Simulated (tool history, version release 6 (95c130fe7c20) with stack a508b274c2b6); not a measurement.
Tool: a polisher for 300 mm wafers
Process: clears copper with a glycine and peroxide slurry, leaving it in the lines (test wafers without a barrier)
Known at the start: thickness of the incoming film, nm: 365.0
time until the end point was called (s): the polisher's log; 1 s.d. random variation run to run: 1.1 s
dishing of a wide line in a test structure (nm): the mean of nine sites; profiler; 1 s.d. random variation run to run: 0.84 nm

run,hour,flow of slurry (ml/min),pressure of the wafer on the pad (psi),speed of the pad under the wafer (cm/s),overpolish time after the end point (s),time until the end point was called (s),dishing of a wide line in a test structure (nm)
1,0,140,1.8,82,18,119.41,32.967
2,5.7,140,1.8,82,19,118.46,35.527
3,9.9,140,1.8,82,20,118.77,36.966
4,11.7,140,2.2,82,20,102.98,40.646
5,17.3,140,1.9,82,20,114.71,38.726
6,20.7,140,1.9,82,21,114.48,39.149
7,22.9,140,1.9,82,22,116.02,38.583
8,28.3,145,1.9,82,23,114.9,41.977
9,30.1,145,1.9,82,24,113.81,43.711
10,33,155,1.9,82,26,110.6,45.729

Run 11 has not been measured yet. What should we expect?
11,36,155,1.9,82,26,?,?

Run 11 measured time until the end point was called (s) 112.84, dishing of a wide line in a test structure (nm) 43.848.

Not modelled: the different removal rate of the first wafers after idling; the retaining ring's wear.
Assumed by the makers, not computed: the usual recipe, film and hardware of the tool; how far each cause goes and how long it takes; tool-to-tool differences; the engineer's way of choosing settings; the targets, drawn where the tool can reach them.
